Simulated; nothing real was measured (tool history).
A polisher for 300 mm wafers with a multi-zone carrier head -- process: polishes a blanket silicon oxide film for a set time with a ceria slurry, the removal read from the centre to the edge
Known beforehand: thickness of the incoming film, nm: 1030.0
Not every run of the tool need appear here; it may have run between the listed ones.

run  hour  flow of slurry (ml/min)  pressure of the head's centre zone  pressure of the head's middle zone  pressure of the head's edge zone  polishing time (s)  film removed at the wafer's centre (nm)  film removed at mid-radius (nm)  film removed at the wafer's edge (nm)
  1     0                      165                                   1                                   1                                 1                  72                                   184.43                           189.39                                 187.41
  2   3.9                      175                                0.97                                1.01                              1.04                  74                                   186.72                           198.49                                 195.69
  3   8.3                      160                                0.97                                1.01                              1.04                  74                                   185.68                           197.87                                 192.85
  4  12.6                      180                                0.94                                1.01                              1.07                  76                                   187.69                           206.66                                 199.89
  5  18.1                      180                                0.94                                1.01                              1.03                  76                                   189.51                           206.25                                 201.28
  6  25.2                      145                                0.94                                1.01                              1.03                  76                                   178.24                           198.54                                 194.03
  7  32.4                      195                                0.84                                1.05                              1.13                  85                                   190.82                           241.17                                 231.76

Run 8 has not been measured yet. What should we expect?
  8  39.1                      190                                0.83                                1.04                              1.14                  86                                        ?                                ?                                      ?

film removed at the wafer's centre (nm): 189.57
film removed at mid-radius (nm): 241.91
film removed at the wafer's edge (nm): 235.63
